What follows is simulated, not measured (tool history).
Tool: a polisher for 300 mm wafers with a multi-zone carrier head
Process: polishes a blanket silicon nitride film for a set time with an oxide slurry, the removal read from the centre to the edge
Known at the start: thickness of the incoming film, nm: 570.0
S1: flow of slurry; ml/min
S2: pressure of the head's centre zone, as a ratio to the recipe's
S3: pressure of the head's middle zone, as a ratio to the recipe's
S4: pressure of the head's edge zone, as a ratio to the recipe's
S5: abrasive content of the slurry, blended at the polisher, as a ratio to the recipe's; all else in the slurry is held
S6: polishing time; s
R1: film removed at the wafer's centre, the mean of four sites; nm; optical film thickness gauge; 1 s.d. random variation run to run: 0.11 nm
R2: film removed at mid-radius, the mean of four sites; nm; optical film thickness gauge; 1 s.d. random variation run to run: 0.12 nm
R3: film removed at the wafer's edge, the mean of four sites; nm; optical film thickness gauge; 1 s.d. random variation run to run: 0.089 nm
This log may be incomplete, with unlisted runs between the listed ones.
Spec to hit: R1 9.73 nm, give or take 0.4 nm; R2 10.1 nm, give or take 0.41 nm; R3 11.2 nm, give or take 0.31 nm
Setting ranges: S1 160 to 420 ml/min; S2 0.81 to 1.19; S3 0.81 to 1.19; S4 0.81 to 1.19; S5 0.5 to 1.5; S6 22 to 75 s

| run | hour | S1 | S2 | S3 | S4 | S5 | S6 | R1 | R2 | R3 |
|---|---|---|---|---|---|---|---|---|---|---|
| 1 | 0 | 270 | 1 | 1 | 1 | 1 | 48 | 22.352 | 22.092 | 22.243 |
| 2 | 5.4 | 260 | 0.95 | 0.96 | 0.98 | 0.85 | 42 | 16.758 | 16.804 | 17.931 |
| 3 | 12 | 260 | 0.95 | 0.96 | 0.98 | 0.85 | 33 | 12.918 | 13.513 | 13.842 |
| 4 | 16.3 | 255 | 0.93 | 0.94 | 0.95 | 0.75 | 33 | 11.863 | 11.894 | 12.574 |
| 5 | 17.5 | 245 | 0.89 | 0.92 | 0.93 | 0.75 | 33 | 11.518 | 11.637 | 12.536 |
| 6 | 20.3 | 240 | 0.87 | 0.91 | 0.92 | 0.7 | 33 | 10.568 | 11.083 | 11.969 |
| 7 | 21.9 | 235 | 0.86 | 0.9 | 0.9 | 0.7 | 33 | 10.415 | 10.836 | 11.485 |
| 8 | 29.7 | 200 | 0.81 | 0.84 | 0.92 | 0.7 | 33 | 9.4885 | 10.213 | 11.622 |
| 9 | 34.7 | 200 | 0.82 | 0.84 | 0.91 | 0.7 | 33 | 9.514 | 10.254 | 11.576 |
| 10 | 36.9 | 200 | 0.83 | 0.84 | 0.9 | 0.7 | 33 | 9.7493 | 10.438 | 11.531 |
| 11 | 43.6 | 205 | 0.83 | 0.83 | 0.89 | 0.7 | 33 | 9.8694 | 10.142 | 11.566 |

Which single option among these 4 for the next run brings every result within its allowed miss of target? Just one does.
| A | 50.3 | 220 | 0.84 | 0.87 | 0.89 | 0.75 | 28 | ? | ? | ? |
| B | 50.3 | 210 | 0.88 | 0.9 | 0.81 | 0.65 | 33 | ? | ? | ? |
| C | 50.3 | 195 | 0.87 | 0.88 | 0.94 | 0.6 | 36 | ? | ? | ? |
| D | 50.3 | 200 | 0.85 | 0.81 | 0.94 | 0.8 | 31 | ? | ? | ? |

| move | R1 | R2 | R3 |
|---|---|---|---|
| A | 8.8673 | 9.3999 | 10.346 |
| B | 9.7893 | 10.185 | 10.532 |
| C | 9.7909 | 10.125 | 11.315 |
| D | 10.262 | 10.152 | 12.146 |
A: takes the result that was furthest off past its target
B: takes the result that was furthest off past its target
C: every result within its allowed miss
D: lands further from the targets than the last run did
Move C is the one to make.

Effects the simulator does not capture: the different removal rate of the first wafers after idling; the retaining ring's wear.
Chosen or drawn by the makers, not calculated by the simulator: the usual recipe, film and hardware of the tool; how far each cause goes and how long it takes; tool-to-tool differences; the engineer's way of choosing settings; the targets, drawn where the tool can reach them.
